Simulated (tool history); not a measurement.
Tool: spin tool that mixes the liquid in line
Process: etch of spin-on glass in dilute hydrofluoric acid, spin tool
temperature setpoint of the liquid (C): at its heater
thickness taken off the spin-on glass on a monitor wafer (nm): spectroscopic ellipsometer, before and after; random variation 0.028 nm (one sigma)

run	day	temperature setpoint of the liquid (C)	parts of water to one part of 49 % hydrofluoric acid (parts by volume)	time under the liquid (s)	thickness taken off the spin-on glass on a monitor wafer (nm)
1	0	21	130	15	2.9671
2	0.35	21	130	15	2.961
3	0.65	23.5	130	15	3.255
4	0.804	23.5	105	15	4.1124
5	1.075	23.5	75	15	6.0558
6	1.158	23.5	75	15	6.015
7	1.412	19.5	80	15	4.7549

The next listed run, before its measurement:
8	1.454	19	80	15	?

{"run 8": {"thickness taken off the spin-on glass on a monitor wafer (nm)": 4.6797}}
